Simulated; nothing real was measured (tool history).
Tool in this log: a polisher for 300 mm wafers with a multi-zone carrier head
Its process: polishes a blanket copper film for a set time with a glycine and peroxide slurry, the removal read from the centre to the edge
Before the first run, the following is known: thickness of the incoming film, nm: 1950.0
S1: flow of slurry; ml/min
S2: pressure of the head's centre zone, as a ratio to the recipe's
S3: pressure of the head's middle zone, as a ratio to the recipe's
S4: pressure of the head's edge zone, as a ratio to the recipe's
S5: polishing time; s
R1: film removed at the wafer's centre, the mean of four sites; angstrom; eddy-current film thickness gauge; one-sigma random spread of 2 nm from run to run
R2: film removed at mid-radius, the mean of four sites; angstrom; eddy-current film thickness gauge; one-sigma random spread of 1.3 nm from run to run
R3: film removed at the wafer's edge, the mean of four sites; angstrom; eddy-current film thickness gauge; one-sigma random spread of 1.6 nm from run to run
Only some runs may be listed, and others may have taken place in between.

run,hour,S1,S2,S3,S4,S5,R1,R2,R3
1,0.0,290,1.00,1.00,1.00,83,2632.2,2627.3,2640.8
2,6.7,290,0.98,1.01,0.98,77,2392.3,2441.7,2442.8
3,14.4,260,0.98,1.01,0.98,77,2421.4,2406.1,2372.3
4,22.5,260,0.98,1.08,0.98,77,2380.3,2524.5,2402.3
5,25.6,265,0.96,1.09,0.96,72,2186.7,2414.4,2212.3
6,28.3,265,0.87,1.09,0.96,72,1985.9,2425.5,2192.9

Run 7 has not been measured yet. What should we expect?
7,35.5,265,0.86,1.08,0.95,68,?,?,?

{"run 7": {"R1": 1839.8, "R2": 2248.1, "R3": 2046.3}}
